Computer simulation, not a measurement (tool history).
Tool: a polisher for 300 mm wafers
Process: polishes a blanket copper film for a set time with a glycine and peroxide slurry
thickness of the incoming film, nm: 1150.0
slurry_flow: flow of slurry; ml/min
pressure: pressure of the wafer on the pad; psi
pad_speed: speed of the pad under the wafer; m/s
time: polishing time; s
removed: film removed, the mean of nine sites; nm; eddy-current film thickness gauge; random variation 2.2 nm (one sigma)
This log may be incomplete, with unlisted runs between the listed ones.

run 1 hour=0.0 | slurry_flow=240 pressure=1.8 pad_speed=1.14 time=100 | removed=479.06
run 2 hour=6.1 | slurry_flow=240 pressure=1.8 pad_speed=1.14 time=100 | removed=481.93
run 3 hour=14.0 | slurry_flow=240 pressure=2.0 pad_speed=1.14 time=100 | removed=518.28
run 4 hour=17.4 | slurry_flow=235 pressure=1.7 pad_speed=1.14 time=100 | removed=463.11
run 5 hour=23.8 | slurry_flow=230 pressure=1.4 pad_speed=1.14 time=100 | removed=404.01
run 6 hour=32.7 | slurry_flow=195 pressure=1.4 pad_speed=1.14 time=100 | removed=395.61
run 7 hour=37.4 | slurry_flow=175 pressure=0.9 pad_speed=1.12 time=100 | removed=300.15
run 8 hour=38.3 | slurry_flow=195 pressure=0.9 pad_speed=1.12 time=100 | removed=304.08

What does the tool deliver on the next run?
run 9 hour=44.4 | slurry_flow=210 pressure=0.9 pad_speed=1.12 time=100 | removed=?

{"run 9": {"removed": 303.16}}
